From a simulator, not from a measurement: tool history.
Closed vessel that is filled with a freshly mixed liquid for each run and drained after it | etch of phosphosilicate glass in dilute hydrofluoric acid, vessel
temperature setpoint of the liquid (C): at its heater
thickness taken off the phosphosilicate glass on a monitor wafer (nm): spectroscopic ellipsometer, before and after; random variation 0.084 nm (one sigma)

run  hour  temperature setpoint of the liquid (C)  parts of water to one part of 49 % hydrofluoric acid (parts by volume)  time in the liquid (s)  thickness taken off the phosphosilicate glass on a monitor wafer (nm)
  1   0.0                                    23.0                                                                     180                      30                                                                 22.433
  2   8.3                                    24.5                                                                     180                      30                                                                 23.841
  3  15.2                                    24.5                                                                     215                      30                                                                 19.207
  4  16.3                                    26.0                                                                     215                      30                                                                 20.292
  5  22.0                                    27.5                                                                     210                      30                                                                 22.165
  6  26.3                                    27.5                                                                     150                      30                                                                 33.077

Run 7 comes next. What will it give?
  7  31.8                                    26.0                                                                     150                      30                                                                      ?

Run 7 gave thickness taken off the phosphosilicate glass on a monitor wafer (nm) 31.115.
